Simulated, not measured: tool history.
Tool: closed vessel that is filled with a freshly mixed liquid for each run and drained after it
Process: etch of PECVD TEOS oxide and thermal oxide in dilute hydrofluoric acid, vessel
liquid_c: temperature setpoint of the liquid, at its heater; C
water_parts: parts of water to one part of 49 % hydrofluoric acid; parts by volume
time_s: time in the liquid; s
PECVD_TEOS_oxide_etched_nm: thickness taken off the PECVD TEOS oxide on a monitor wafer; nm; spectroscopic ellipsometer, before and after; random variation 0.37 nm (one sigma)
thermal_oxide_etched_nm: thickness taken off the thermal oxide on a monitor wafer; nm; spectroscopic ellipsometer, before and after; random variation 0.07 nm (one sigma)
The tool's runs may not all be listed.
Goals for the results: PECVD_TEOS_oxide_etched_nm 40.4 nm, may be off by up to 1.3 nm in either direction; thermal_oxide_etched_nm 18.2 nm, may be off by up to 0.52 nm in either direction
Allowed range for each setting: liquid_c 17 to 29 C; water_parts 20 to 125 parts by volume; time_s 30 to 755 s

{"run": 1, "hour": 0.0, "liquid_c": 21, "water_parts": 70, "time_s": 385, "PECVD_TEOS_oxide_etched_nm": 54.391, "thermal_oxide_etched_nm": 24.886}
{"run": 2, "hour": 7.8, "liquid_c": 20, "water_parts": 70, "time_s": 385, "PECVD_TEOS_oxide_etched_nm": 53.095, "thermal_oxide_etched_nm": 23.88}
{"run": 3, "hour": 16.7, "liquid_c": 20, "water_parts": 60, "time_s": 385, "PECVD_TEOS_oxide_etched_nm": 61.998, "thermal_oxide_etched_nm": 28.176}
{"run": 4, "hour": 23.2, "liquid_c": 20, "water_parts": 60, "time_s": 490, "PECVD_TEOS_oxide_etched_nm": 79.429, "thermal_oxide_etched_nm": 35.931}
{"run": 5, "hour": 29.7, "liquid_c": 20, "water_parts": 50, "time_s": 490, "PECVD_TEOS_oxide_etched_nm": 96.183, "thermal_oxide_etched_nm": 43.155}
{"run": 6, "hour": 35.4, "liquid_c": 19.5, "water_parts": 60, "time_s": 490, "PECVD_TEOS_oxide_etched_nm": 78.88, "thermal_oxide_etched_nm": 34.981}
{"run": 7, "hour": 41.7, "liquid_c": 19.5, "water_parts": 70, "time_s": 485, "PECVD_TEOS_oxide_etched_nm": 65.787, "thermal_oxide_etched_nm": 29.416}
{"run": 8, "hour": 44.3, "liquid_c": 19, "water_parts": 75, "time_s": 485, "PECVD_TEOS_oxide_etched_nm": 59.343, "thermal_oxide_etched_nm": 26.843}
{"run": 9, "hour": 46.1, "liquid_c": 18.5, "water_parts": 80, "time_s": 485, "PECVD_TEOS_oxide_etched_nm": 54.287, "thermal_oxide_etched_nm": 24.443}
{"run": 10, "hour": 51.3, "liquid_c": 18, "water_parts": 85, "time_s": 485, "PECVD_TEOS_oxide_etched_nm": 50.401, "thermal_oxide_etched_nm": 22.405}
{"run": 11, "hour": 51.9, "liquid_c": 18, "water_parts": 90, "time_s": 485, "PECVD_TEOS_oxide_etched_nm": 46.525, "thermal_oxide_etched_nm": 20.953}
{"run": 12, "hour": 52.4, "liquid_c": 17.5, "water_parts": 95, "time_s": 485, "PECVD_TEOS_oxide_etched_nm": 43.746, "thermal_oxide_etched_nm": 19.535}

Which of these 4 next moves meets every target?
{"run": "A", "hour": 52.9, "liquid_c": 23, "water_parts": 115, "time_s": 445, "PECVD_TEOS_oxide_etched_nm": "?", "thermal_oxide_etched_nm": "?"}
{"run": "B", "hour": 52.9, "liquid_c": 28, "water_parts": 100, "time_s": 340, "PECVD_TEOS_oxide_etched_nm": "?", "thermal_oxide_etched_nm": "?"}
{"run": "C", "hour": 52.9, "liquid_c": 18, "water_parts": 80, "time_s": 445, "PECVD_TEOS_oxide_etched_nm": "?", "thermal_oxide_etched_nm": "?"}
{"run": "D", "hour": 52.9, "liquid_c": 23, "water_parts": 115, "time_s": 540, "PECVD_TEOS_oxide_etched_nm": "?", "thermal_oxide_etched_nm": "?"}

move=A PECVD_TEOS_oxide_etched_nm=39.788 thermal_oxide_etched_nm=17.977
move=B PECVD_TEOS_oxide_etched_nm=43.267 thermal_oxide_etched_nm=19.548
move=C PECVD_TEOS_oxide_etched_nm=48.493 thermal_oxide_etched_nm=21.91
move=D PECVD_TEOS_oxide_etched_nm=48.282 thermal_oxide_etched_nm=21.814
A: hits every target within its allowed miss
B: no nearer and no further than the last run
C: the biggest miss grows against the last run
D: the biggest miss grows against the last run
A meets every target.

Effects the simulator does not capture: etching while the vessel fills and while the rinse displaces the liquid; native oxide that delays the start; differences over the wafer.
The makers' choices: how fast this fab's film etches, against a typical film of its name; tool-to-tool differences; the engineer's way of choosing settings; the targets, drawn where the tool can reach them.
